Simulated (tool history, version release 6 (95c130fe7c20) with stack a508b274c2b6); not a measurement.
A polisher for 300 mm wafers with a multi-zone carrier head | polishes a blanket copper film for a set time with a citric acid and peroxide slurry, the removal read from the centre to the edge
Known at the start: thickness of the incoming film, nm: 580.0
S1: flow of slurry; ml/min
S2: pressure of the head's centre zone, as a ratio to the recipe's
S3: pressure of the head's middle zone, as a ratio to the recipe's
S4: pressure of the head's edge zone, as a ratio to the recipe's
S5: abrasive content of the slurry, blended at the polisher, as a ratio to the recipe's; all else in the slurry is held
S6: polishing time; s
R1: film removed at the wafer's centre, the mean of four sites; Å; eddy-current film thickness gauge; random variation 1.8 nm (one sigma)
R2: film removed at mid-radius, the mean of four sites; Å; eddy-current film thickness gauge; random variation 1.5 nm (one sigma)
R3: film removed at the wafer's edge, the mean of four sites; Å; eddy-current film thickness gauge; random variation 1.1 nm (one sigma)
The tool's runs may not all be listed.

| run | hour | S1 | S2 | S3 | S4 | S5 | S6 | R1 | R2 | R3 |
|---|---|---|---|---|---|---|---|---|---|---|
| 1 | 0.0 | 155 | 1.00 | 1.00 | 1.00 | 1.00 | 54 | 1545.1 | 1561.6 | 1639.5 |
| 2 | 5.0 | 150 | 0.99 | 0.99 | 0.98 | 0.95 | 54 | 1495.9 | 1528.7 | 1596.3 |
| 3 | 12.3 | 150 | 0.99 | 0.99 | 0.90 | 0.95 | 54 | 1513.2 | 1520.9 | 1536.4 |
| 4 | 14.9 | 150 | 0.99 | 1.06 | 0.90 | 0.95 | 54 | 1528.6 | 1600.6 | 1534.9 |
| 5 | 19.5 | 145 | 0.99 | 1.04 | 0.90 | 0.95 | 54 | 1544.3 | 1591.6 | 1506.1 |
| 6 | 25.9 | 145 | 0.99 | 1.09 | 0.90 | 0.95 | 54 | 1482.4 | 1595.4 | 1534.2 |
| 7 | 30.5 | 140 | 0.99 | 1.07 | 0.91 | 0.90 | 54 | 1477.2 | 1589.1 | 1497.2 |
| 8 | 32.0 | 135 | 0.98 | 1.04 | 0.92 | 0.90 | 54 | 1477.1 | 1510.0 | 1516.7 |
| 9 | 36.8 | 130 | 0.97 | 1.03 | 0.92 | 0.90 | 54 | 1379.5 | 1540.6 | 1518.3 |
| 10 | 38.1 | 130 | 0.98 | 1.01 | 0.92 | 0.90 | 54 | 1437.6 | 1468.3 | 1478.5 |

Run 11 comes next. What will it give?
| 11 | 40.0 | 130 | 0.98 | 1.01 | 0.92 | 0.90 | 54 | ? | ? | ? |

{"run 11": {"R1": 1443.5, "R2": 1503.0, "R3": 1497.6}}
